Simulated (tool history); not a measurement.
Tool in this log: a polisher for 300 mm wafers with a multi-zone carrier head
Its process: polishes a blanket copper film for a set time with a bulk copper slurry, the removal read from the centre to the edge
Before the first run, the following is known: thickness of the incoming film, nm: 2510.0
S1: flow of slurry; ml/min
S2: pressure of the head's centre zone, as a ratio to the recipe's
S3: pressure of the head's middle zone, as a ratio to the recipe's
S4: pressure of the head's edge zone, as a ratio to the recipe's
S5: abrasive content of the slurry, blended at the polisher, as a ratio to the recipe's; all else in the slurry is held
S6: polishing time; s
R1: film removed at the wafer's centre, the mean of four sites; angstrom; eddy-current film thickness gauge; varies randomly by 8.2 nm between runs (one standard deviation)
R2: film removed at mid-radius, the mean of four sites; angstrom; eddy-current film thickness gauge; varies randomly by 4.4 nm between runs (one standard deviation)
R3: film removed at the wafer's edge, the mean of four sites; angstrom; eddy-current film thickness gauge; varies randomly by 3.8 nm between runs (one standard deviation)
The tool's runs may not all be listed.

run 1 day=0 | S1=320 S2=1 S3=1 S4=1 S5=1 S6=90 | R1=5422.2 R2=5098.4 R3=5299.7
run 2 day=0.338 | S1=320 S2=0.93 S3=1 S4=1 S5=1 S6=90 | R1=4940.5 R2=5120.8 R3=5272.2
run 3 day=0.654 | S1=320 S2=0.93 S3=0.91 S4=1 S5=1 S6=90 | R1=4955.9 R2=4673.4 R3=5329.8
run 4 day=0.925 | S1=330 S2=0.94 S3=0.94 S4=1.03 S5=1.05 S6=90 | R1=5111.8 R2=4821.9 R3=5447.4
run 5 day=1.108 | S1=330 S2=0.94 S3=0.94 S4=1.08 S5=1.05 S6=90 | R1=4998.7 R2=4888.8 R3=5562
run 6 day=1.388 | S1=330 S2=0.94 S3=0.94 S4=1.11 S5=1.05 S6=90 | R1=4944.7 R2=4918.7 R3=5630.1
run 7 day=1.421 | S1=335 S2=0.96 S3=0.97 S4=1.12 S5=1.1 S6=90 | R1=5234.2 R2=5068.9 R3=5701
run 8 day=1.45 | S1=340 S2=0.96 S3=1 S4=1.13 S5=1.15 S6=90 | R1=5191.5 R2=5245.2 R3=5813.7
run 9 day=1.504 | S1=345 S2=0.97 S3=1.03 S4=1.14 S5=1.15 S6=90 | R1=5453.6 R2=5360.8 R3=5802.7
run 10 day=1.796 | S1=350 S2=0.97 S3=1.05 S4=1.15 S5=1.2 S6=90 | R1=5417.9 R2=5481.4 R3=5934.2
run 11 day=2.108 | S1=355 S2=0.98 S3=1.07 S4=1.15 S5=1.2 S6=90 | R1=5430.8 R2=5577.8 R3=5902.8
run 12 day=2.367 | S1=355 S2=0.99 S3=1.09 S4=1.15 S5=1.2 S6=90 | R1=5389.2 R2=5706.3 R3=5916.9
run 13 day=2.412 | S1=360 S2=1 S3=1.1 S4=1.15 S5=1.2 S6=90 | R1=5600.5 R2=5709.8 R3=5962.9
run 14 day=2.533 | S1=360 S2=1 S3=1.1 S4=1.15 S5=1.2 S6=90 | R1=5704.8 R2=5756.8 R3=5970.1
run 15 day=2.783 | S1=370 S2=1 S3=1.11 S4=1.15 S5=1.2 S6=90 | R1=5674.3 R2=5823.2 R3=5957
run 16 day=2.862 | S1=380 S2=1 S3=1.12 S4=1.15 S5=1.2 S6=90 | R1=5421.7 R2=5792.4 R3=5967.2
run 17 day=3.179 | S1=380 S2=1.01 S3=1.13 S4=1.15 S5=1.2 S6=90 | R1=5630.2 R2=5898.6 R3=5944.2

What does the tool deliver on the next run?
run 18 day=3.346 | S1=380 S2=1.01 S3=1.14 S4=1.16 S5=1.2 S6=90 | R1=? R2=? R3=?

{"run 18": {"R1": 5660.5, "R2": 5913.4, "R3": 5953.5}}
